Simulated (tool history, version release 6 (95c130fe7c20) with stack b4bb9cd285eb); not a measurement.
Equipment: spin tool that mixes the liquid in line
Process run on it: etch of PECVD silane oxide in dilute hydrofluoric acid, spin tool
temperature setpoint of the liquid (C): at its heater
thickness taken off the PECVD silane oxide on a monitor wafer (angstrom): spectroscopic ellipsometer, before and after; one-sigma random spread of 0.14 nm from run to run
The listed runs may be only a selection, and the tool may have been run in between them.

run,day,temperature setpoint of the liquid (C),parts of water to one part of 49 % hydrofluoric acid (parts by volume),time under the liquid (s),thickness taken off the PECVD silane oxide on a monitor wafer (angstrom)
1,0,23,235,305,261.07
2,0.271,20.5,235,305,236.66
3,0.588,20,245,305,222.41
4,0.796,22.5,245,305,246.04
5,0.908,22.5,245,330,264.85
6,1.179,21.5,255,330,243.1

The next listed run, before its measurement:
7,1.254,20.5,265,330,?

{"run 7": {"thickness taken off the PECVD silane oxide on a monitor wafer (angstrom)": 223.8}}
